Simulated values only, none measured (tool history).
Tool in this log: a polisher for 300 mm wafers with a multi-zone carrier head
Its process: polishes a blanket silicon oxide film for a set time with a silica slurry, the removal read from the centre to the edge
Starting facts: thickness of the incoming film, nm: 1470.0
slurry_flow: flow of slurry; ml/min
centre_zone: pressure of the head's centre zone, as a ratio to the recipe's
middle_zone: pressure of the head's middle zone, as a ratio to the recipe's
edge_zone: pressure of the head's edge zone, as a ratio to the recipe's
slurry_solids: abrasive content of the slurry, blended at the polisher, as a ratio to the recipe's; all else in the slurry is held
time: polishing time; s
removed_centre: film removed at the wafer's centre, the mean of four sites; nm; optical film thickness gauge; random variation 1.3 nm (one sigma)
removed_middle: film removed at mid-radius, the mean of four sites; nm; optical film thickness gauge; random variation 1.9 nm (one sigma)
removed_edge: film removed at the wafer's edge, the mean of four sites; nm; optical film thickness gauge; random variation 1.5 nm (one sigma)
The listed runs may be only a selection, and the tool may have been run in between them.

run  hour  slurry_flow  centre_zone  middle_zone  edge_zone  slurry_solids  time  removed_centre  removed_middle  removed_edge
  1   0.0          265         1.00         1.00       1.00           1.00    79          218.63          206.53        207.04
  2   6.5          265         1.00         1.00       1.03           1.00    79          216.37          208.61        211.75
  3  13.3          200         1.00         1.00       1.03           1.00    79          206.07          196.29        210.90
  4  19.2          200         1.08         1.00       1.03           1.00    79          225.43          200.69        206.89
  5  21.6          200         1.08         1.00       0.96           1.00    79          229.37          204.47        197.48
  6  27.7          200         1.08         1.00       0.96           0.90    79          212.58          193.68        189.04
  7  30.9          205         1.04         1.01       0.95           0.80    76          194.25          182.48        177.72
  8  32.8          200         0.99         1.03       0.94           0.75    72          170.52          172.00        162.14
  9  41.4          195         0.95         1.03       0.94           0.70    70          153.32          158.79        155.84

For run 10, what comes out?
 10  44.8          190         0.92         1.04       0.93           0.65    69               ?               ?             ?

{"run 10": {"removed_centre": 141.81, "removed_middle": 154.41, "removed_edge": 147.57}}
